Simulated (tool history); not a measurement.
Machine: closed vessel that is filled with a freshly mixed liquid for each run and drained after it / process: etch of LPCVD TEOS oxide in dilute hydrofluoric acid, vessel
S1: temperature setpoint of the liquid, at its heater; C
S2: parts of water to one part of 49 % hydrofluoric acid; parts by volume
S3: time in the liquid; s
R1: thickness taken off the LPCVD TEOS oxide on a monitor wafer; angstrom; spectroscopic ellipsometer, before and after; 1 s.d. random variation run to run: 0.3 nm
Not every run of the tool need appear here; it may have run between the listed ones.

run  hour    S1   S2   S3      R1
  1     0    22  170  430   569.2
  2   5.2    22  125  430  821.62
  3  12.3  23.5  125  430  870.67
  4  20.2  22.5  135  430   756.8
  5  21.7  21.5  145  430  664.34
  6  22.7  20.5  150  430  630.03

For run 7, what comes out?
  7  28.7  17  200  430   ?

Run 7 gave R1 384.35 angstrom.

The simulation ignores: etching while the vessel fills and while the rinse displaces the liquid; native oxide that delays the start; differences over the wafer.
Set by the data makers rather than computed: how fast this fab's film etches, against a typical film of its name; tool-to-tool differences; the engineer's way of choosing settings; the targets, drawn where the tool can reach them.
